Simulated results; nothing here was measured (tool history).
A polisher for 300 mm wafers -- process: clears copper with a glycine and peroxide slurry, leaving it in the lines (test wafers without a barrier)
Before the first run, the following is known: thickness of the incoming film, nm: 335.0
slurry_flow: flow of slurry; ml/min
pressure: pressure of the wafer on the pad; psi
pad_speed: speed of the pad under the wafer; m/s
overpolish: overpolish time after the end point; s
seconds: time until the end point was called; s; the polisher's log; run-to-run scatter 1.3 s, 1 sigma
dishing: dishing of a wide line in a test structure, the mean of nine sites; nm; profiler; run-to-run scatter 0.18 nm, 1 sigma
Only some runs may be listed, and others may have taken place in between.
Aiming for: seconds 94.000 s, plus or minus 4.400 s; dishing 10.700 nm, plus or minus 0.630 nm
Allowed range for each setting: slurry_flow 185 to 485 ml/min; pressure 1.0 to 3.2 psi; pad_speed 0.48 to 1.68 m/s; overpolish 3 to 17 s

run	day	slurry_flow	pressure	pad_speed	overpolish	seconds	dishing
1	0.000	310	2.1	1.08	9	88.463	14.310
2	0.121	305	2.0	1.08	7	91.922	12.976
3	0.388	305	2.0	1.08	9	91.204	14.073
4	0.488	295	2.0	1.10	7	90.490	13.438
5	0.667	295	2.2	1.10	7	86.102	13.409
6	0.925	335	2.1	1.08	6	89.463	12.709
7	0.992	370	2.1	1.08	5	89.240	11.236
8	1.288	375	2.1	1.08	5	86.491	11.005
9	1.650	375	2.0	1.08	5	88.115	11.205

4 next moves are on the table. One of them brings every result within its allowed miss. Which?
A	2.012	410	1.9	1.04	5	?	?
B	2.012	320	2.2	1.16	6	?	?
C	2.012	485	1.6	1.34	5	?	?
D	2.012	325	2.2	1.04	6	?	?

move	seconds	dishing
A	94.294	10.764
B	82.440	12.679
C	83.473	11.428
D	89.415	12.257
A: in spec on every target
B: moves away from the targets compared with the last run
C: moves away from the targets compared with the last run
D: moves away from the targets compared with the last run
A is the move that brings every result within its allowed miss.

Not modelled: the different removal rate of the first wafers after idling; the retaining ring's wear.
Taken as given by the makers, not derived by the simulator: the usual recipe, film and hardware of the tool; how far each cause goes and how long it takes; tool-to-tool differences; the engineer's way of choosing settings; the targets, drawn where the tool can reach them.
